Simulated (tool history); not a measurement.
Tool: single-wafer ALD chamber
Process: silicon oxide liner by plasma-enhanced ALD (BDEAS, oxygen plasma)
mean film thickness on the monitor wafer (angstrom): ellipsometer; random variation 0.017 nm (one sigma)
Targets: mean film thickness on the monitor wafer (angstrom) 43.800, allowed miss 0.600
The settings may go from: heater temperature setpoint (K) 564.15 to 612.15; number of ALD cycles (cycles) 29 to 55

| run | hour | heater temperature setpoint (K) | number of ALD cycles (cycles) | mean film thickness on the monitor wafer (angstrom) |
|---|---|---|---|---|
| 1 | 0.0 | 588.15 | 42 | 38.117 |
| 2 | 5.1 | 577.15 | 42 | 38.456 |
| 3 | 7.2 | 577.15 | 43 | 39.398 |
| 4 | 14.2 | 577.15 | 44 | 40.511 |
| 5 | 15.5 | 567.15 | 44 | 41.176 |
| 6 | 20.0 | 567.15 | 38 | 35.507 |
| 7 | 26.9 | 567.15 | 39 | 36.528 |
| 8 | 29.6 | 567.15 | 40 | 37.450 |

Which of these 4 next moves meets every target?
| A | 32.3 | 564.15 | 48 | ? |
| B | 32.3 | 566.15 | 48 | ? |
| C | 32.3 | 564.15 | 45 | ? |
| D | 32.3 | 568.15 | 47 | ? |

| move | mean film thickness on the monitor wafer (angstrom) |
|---|---|
| A | 45.278 |
| B | 44.993 |
| C | 42.448 |
| D | 43.777 |
A: takes the result that was furthest off past its target
B: takes the result that was furthest off past its target
C: nearer than the last run, and not there yet
D: meets every target
Answer: D
